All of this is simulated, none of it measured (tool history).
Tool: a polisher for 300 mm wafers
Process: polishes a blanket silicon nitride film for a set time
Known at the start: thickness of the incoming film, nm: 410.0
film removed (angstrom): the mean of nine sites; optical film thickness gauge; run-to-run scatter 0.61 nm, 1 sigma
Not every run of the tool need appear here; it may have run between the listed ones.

run,hour,flow of slurry (ml/min),pressure of the wafer on the pad (kPa),speed of the pad under the wafer (m/s),polishing time (s),film removed (angstrom)
1,0,295,30.3,1.12,44,885.73
2,3.1,295,30.3,1.12,44,883.94
3,8.5,295,26.9,1.12,44,797.56
4,9.8,295,26.9,1.12,40,709.16
5,18.2,295,26.9,1.12,40,710.53
6,20.3,295,26.9,1.12,44,794.02
7,23.4,295,25.5,1.12,44,755.73
8,29.1,295,25.5,1.12,44,756.76
9,29.8,295,25.5,1.12,44,746.23
10,33.4,295,24.1,1.12,44,710.61
11,37.7,295,23.4,1.12,44,699.92

The next listed run, before its measurement:
12,44.8,295,22.8,1.12,44,?

Run 12 yielded film removed (angstrom) 669.01.

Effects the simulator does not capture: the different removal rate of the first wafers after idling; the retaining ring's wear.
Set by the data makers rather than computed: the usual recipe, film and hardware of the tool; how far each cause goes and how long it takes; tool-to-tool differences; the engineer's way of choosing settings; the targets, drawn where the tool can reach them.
